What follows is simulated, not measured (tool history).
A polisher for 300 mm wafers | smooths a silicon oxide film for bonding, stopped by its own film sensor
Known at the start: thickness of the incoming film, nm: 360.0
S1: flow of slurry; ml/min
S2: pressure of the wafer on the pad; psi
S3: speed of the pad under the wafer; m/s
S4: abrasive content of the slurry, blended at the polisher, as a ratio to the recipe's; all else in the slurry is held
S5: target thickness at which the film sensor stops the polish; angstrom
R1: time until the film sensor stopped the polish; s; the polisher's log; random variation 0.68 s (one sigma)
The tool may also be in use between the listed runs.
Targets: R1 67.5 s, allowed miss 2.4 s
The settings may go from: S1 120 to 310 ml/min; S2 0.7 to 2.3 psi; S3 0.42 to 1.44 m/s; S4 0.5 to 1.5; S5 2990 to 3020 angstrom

run 1 hour=0 | S1=200 S2=1.5 S3=0.92 S4=1 S5=3020 | R1=98.058
run 2 hour=3.3 | S1=205 S2=1.7 S3=0.92 S4=1 S5=3020 | R1=87.97
run 3 hour=7.6 | S1=205 S2=1.8 S3=0.92 S4=1 S5=3020 | R1=81.594
run 4 hour=10.5 | S1=205 S2=1.8 S3=0.92 S4=1 S5=3020 | R1=81.375
run 5 hour=17.5 | S1=165 S2=1.8 S3=0.92 S4=1 S5=3020 | R1=83.636
run 6 hour=26.4 | S1=165 S2=1.9 S3=0.92 S4=1 S5=3020 | R1=81.07
run 7 hour=31.2 | S1=180 S2=2 S3=0.92 S4=1 S5=3020 | R1=76.926
run 8 hour=35.6 | S1=185 S2=2.1 S3=0.92 S4=1 S5=3020 | R1=70.302
run 9 hour=37.8 | S1=190 S2=2.1 S3=0.92 S4=1 S5=3020 | R1=71.264
run 10 hour=40 | S1=195 S2=2.1 S3=0.92 S4=1 S5=3020 | R1=71.385

4 next moves are on the table. One of them brings every result within its allowed miss. Which?
run A hour=42.2 | S1=180 S2=2.2 S3=0.84 S4=1.05 S5=3000 | R1=?
run B hour=42.2 | S1=165 S2=2.3 S3=0.92 S4=1.2 S5=3010 | R1=?
run C hour=42.2 | S1=215 S2=2 S3=0.88 S4=1.4 S5=3010 | R1=?
run D hour=42.2 | S1=205 S2=2.3 S3=0.82 S4=1 S5=3010 | R1=?

move=A R1=75.014
move=B R1=63.168
move=C R1=68.575
move=D R1=72.282
A: further off than the last run
B: takes the result that was furthest off past its target
C: meets every target
D: further off than the last run
Answer: C
